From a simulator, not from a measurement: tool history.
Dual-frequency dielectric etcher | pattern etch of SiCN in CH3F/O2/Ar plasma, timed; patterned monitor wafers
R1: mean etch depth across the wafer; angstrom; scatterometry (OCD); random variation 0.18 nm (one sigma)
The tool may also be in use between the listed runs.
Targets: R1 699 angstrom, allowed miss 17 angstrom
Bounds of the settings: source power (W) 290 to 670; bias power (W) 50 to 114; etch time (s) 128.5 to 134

run 1 hour=0 | source_power_(W)=480 bias_power_(W)=82 etch_time_(s)=128.5 | R1=565.6
run 2 hour=7.1 | source_power_(W)=500 bias_power_(W)=85 etch_time_(s)=129 | R1=589.5
run 3 hour=8.8 | source_power_(W)=540 bias_power_(W)=85 etch_time_(s)=129 | R1=614.12
run 4 hour=10.2 | source_power_(W)=600 bias_power_(W)=85 etch_time_(s)=129 | R1=654.24
run 5 hour=17 | source_power_(W)=570 bias_power_(W)=85 etch_time_(s)=129 | R1=634.38
run 6 hour=19.5 | source_power_(W)=570 bias_power_(W)=93 etch_time_(s)=129 | R1=656.75
run 7 hour=22.5 | source_power_(W)=580 bias_power_(W)=93 etch_time_(s)=129 | R1=662.76
run 8 hour=30.1 | source_power_(W)=590 bias_power_(W)=93 etch_time_(s)=129 | R1=667.89
run 9 hour=34.1 | source_power_(W)=590 bias_power_(W)=93 etch_time_(s)=129 | R1=669.31
run 10 hour=39.9 | source_power_(W)=600 bias_power_(W)=93 etch_time_(s)=129 | R1=676.37

Which of these 5 next moves meets every target?
run A hour=45.7 | source_power_(W)=590 bias_power_(W)=93 etch_time_(s)=128.5 | R1=?
run B hour=45.7 | source_power_(W)=500 bias_power_(W)=97 etch_time_(s)=134 | R1=?
run C hour=45.7 | source_power_(W)=530 bias_power_(W)=95 etch_time_(s)=128.5 | R1=?
run D hour=45.7 | source_power_(W)=610 bias_power_(W)=90 etch_time_(s)=128.5 | R1=?
run E hour=45.7 | source_power_(W)=670 bias_power_(W)=91 etch_time_(s)=128.5 | R1=?

move=A R1=664.88
move=B R1=642.1
move=C R1=631.68
move=D R1=668.85
move=E R1=705.29
A: further off than the last run
B: further off than the last run
C: further off than the last run
D: further off than the last run
E: meets every target
The right move is E.
